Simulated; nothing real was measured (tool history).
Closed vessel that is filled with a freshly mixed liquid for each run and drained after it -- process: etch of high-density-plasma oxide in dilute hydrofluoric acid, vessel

run  hour  temperature setpoint of the liquid (C)  parts of water to one part of 49 % hydrofluoric acid (parts by volume)  time in the liquid (s)  thickness taken off the high-density-plasma oxide on a monitor wafer (Å)
  1   0.0                                    26.0                                                                      95                      30                                                                    21.625
  2   2.1                                    26.0                                                                      95                      30                                                                    21.498
  3   6.9                                    26.0                                                                      60                      30                                                                    35.726
  4  15.9                                    23.0                                                                      60                      30                                                                    31.554
  5  23.9                                    24.0                                                                      60                      30                                                                    33.109
  6  32.7                                    24.5                                                                      60                      30                                                                    33.929

Predict the results of run 7:
  7  34.9                                    25.0                                                                      60                      30                                                                         ?

thickness taken off the high-density-plasma oxide on a monitor wafer (Å): 34.688

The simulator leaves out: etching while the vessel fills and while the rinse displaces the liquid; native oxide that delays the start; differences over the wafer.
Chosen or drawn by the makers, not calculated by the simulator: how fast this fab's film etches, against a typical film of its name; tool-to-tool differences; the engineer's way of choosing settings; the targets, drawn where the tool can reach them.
